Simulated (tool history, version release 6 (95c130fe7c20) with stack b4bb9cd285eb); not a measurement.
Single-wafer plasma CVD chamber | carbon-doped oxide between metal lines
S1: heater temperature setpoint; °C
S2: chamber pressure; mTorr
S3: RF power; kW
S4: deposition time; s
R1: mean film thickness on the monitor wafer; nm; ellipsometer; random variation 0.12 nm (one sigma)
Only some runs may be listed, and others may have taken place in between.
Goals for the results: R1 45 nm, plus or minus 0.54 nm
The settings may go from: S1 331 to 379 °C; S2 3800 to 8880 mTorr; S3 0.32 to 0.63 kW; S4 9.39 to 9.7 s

Run 1, day 0: S1 355 °C, S2 6340 mTorr, S3 0.475 kW, S4 9.39 s. Result: R1 47.279 nm.
Run 2, day 0.375: S1 355 °C, S2 6340 mTorr, S3 0.545 kW, S4 9.39 s. Result: R1 51.676 nm.
Run 3, day 0.7: S1 364 °C, S2 6340 mTorr, S3 0.545 kW, S4 9.39 s. Result: R1 49.98 nm.
Run 4, day 0.979: S1 364 °C, S2 6340 mTorr, S3 0.49 kW, S4 9.39 s. Result: R1 47.335 nm.
Run 5, day 1.075: S1 364 °C, S2 6340 mTorr, S3 0.535 kW, S4 9.39 s. Result: R1 49.869 nm.
Run 6, day 1.212: S1 364 °C, S2 6340 mTorr, S3 0.57 kW, S4 9.39 s. Result: R1 51.362 nm.
Run 7, day 1.479: S1 364 °C, S2 6340 mTorr, S3 0.57 kW, S4 9.39 s. Result: R1 51.353 nm.
Run 8, day 1.642: S1 376 °C, S2 5070 mTorr, S3 0.495 kW, S4 9.39 s. Result: R1 44.101 nm.
Run 9, day 1.762: S1 375 °C, S2 5100 mTorr, S3 0.495 kW, S4 9.39 s. Result: R1 44.435 nm.

Next run, 5 choices. One meets every target within its allowed miss, the rest don't. Which?
Run A, day 1.883: S1 375 °C, S2 5260 mTorr, S3 0.46 kW, S4 9.52 s. Result: R1 ?.
Run B, day 1.883: S1 374 °C, S2 4790 mTorr, S3 0.465 kW, S4 9.7 s. Result: R1 ?.
Run C, day 1.883: S1 376 °C, S2 5420 mTorr, S3 0.485 kW, S4 9.57 s. Result: R1 ?.
Run D, day 1.883: S1 379 °C, S2 4920 mTorr, S3 0.485 kW, S4 9.58 s. Result: R1 ?.
Run E, day 1.883: S1 366 °C, S2 5380 mTorr, S3 0.44 kW, S4 9.51 s. Result: R1 ?.

move      R1
   A  43.348
   B  43.668
   C  45.038
   D  43.878
   E  43.348
A: the biggest miss grows against the last run
B: the biggest miss grows against the last run
C: hits every target within its allowed miss
D: the biggest miss grows against the last run
E: the biggest miss grows against the last run
C meets every target.

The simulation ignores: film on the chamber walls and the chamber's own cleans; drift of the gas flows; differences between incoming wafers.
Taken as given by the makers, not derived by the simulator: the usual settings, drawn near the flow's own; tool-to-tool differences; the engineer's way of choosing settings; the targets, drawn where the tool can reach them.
